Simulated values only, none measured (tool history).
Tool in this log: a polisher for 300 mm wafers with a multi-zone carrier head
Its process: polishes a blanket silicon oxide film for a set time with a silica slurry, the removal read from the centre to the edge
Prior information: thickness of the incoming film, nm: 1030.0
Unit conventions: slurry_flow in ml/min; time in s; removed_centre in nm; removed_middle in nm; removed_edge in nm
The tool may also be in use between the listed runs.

{"run": 1, "day": 0.0, "slurry_flow": 295, "centre_zone": 1.0, "middle_zone": 1.0, "edge_zone": 1.0, "slurry_solids": 1.0, "time": 39, "removed_centre": 94.265, "removed_middle": 94.612, "removed_edge": 95.237}
{"run": 2, "day": 0.108, "slurry_flow": 295, "centre_zone": 0.97, "middle_zone": 1.03, "edge_zone": 1.03, "slurry_solids": 1.15, "time": 40, "removed_centre": 97.124, "removed_middle": 102.89, "removed_edge": 102.59}
{"run": 3, "day": 0.233, "slurry_flow": 295, "centre_zone": 0.97, "middle_zone": 1.03, "edge_zone": 1.03, "slurry_solids": 1.15, "time": 45, "removed_centre": 108.43, "removed_middle": 115.73, "removed_edge": 113.07}
{"run": 4, "day": 0.542, "slurry_flow": 295, "centre_zone": 0.95, "middle_zone": 1.04, "edge_zone": 1.06, "slurry_solids": 1.25, "time": 46, "removed_centre": 110.47, "removed_middle": 123.72, "removed_edge": 121.07}
{"run": 5, "day": 0.567, "slurry_flow": 295, "centre_zone": 0.95, "middle_zone": 1.07, "edge_zone": 1.06, "slurry_solids": 1.25, "time": 46, "removed_centre": 112.72, "removed_middle": 125.55, "removed_edge": 122.86}
{"run": 6, "day": 0.9, "slurry_flow": 295, "centre_zone": 0.95, "middle_zone": 1.07, "edge_zone": 1.06, "slurry_solids": 1.1, "time": 46, "removed_centre": 106.56, "removed_middle": 119.36, "removed_edge": 119.31}
{"run": 7, "day": 0.95, "slurry_flow": 300, "centre_zone": 0.89, "middle_zone": 1.14, "edge_zone": 1.16, "slurry_solids": 1.35, "time": 48, "removed_centre": 111.65, "removed_middle": 140.55, "removed_edge": 135.87}
{"run": 8, "day": 1.167, "slurry_flow": 300, "centre_zone": 0.89, "middle_zone": 1.14, "edge_zone": 1.17, "slurry_solids": 1.35, "time": 48, "removed_centre": 112.35, "removed_middle": 140.09, "removed_edge": 137.34}
{"run": 9, "day": 1.225, "slurry_flow": 305, "centre_zone": 0.89, "middle_zone": 1.14, "edge_zone": 1.17, "slurry_solids": 1.35, "time": 48, "removed_centre": 110.6, "removed_middle": 139.11, "removed_edge": 136.89}

Run 10 is up next; what results do you expect?
{"run": 10, "day": 1.25, "slurry_flow": 305, "centre_zone": 0.9, "middle_zone": 1.14, "edge_zone": 1.17, "slurry_solids": 1.35, "time": 48, "removed_centre": "?", "removed_middle": "?", "removed_edge": "?"}

removed_centre: 111.710 nm
removed_middle: 142.110 nm
removed_edge: 137.060 nm

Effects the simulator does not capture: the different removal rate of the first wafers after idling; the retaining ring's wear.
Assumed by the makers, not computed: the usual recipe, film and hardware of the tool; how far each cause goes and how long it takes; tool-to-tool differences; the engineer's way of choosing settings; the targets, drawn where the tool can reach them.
